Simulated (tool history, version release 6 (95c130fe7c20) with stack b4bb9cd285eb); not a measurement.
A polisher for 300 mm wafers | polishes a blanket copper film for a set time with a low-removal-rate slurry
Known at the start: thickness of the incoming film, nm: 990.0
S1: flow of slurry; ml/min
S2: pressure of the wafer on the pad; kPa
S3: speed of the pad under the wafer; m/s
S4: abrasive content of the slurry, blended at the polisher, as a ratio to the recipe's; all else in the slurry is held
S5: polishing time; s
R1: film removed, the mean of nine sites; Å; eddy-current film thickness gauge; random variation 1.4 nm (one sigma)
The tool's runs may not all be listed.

| run | hour | S1 | S2 | S3 | S4 | S5 | R1 |
|---|---|---|---|---|---|---|---|
| 1 | 0.0 | 230 | 16.5 | 1.38 | 1.0 | 38 | 1156.6 |
| 2 | 8.2 | 235 | 17.9 | 1.38 | 1.0 | 38 | 1274.4 |
| 3 | 9.5 | 240 | 18.6 | 1.38 | 1.0 | 38 | 1340.4 |
| 4 | 17.0 | 240 | 18.6 | 1.52 | 1.0 | 38 | 1455.8 |
| 5 | 23.1 | 240 | 18.6 | 1.52 | 1.0 | 34 | 1291.2 |
| 6 | 24.5 | 240 | 18.6 | 1.52 | 1.0 | 38 | 1455.7 |

Run 7 comes next. What will it give?
| 7 | 26.2 | 245 | 19.3 | 1.52 | 1.0 | 38 | ? |

R1: 1519.8 Å

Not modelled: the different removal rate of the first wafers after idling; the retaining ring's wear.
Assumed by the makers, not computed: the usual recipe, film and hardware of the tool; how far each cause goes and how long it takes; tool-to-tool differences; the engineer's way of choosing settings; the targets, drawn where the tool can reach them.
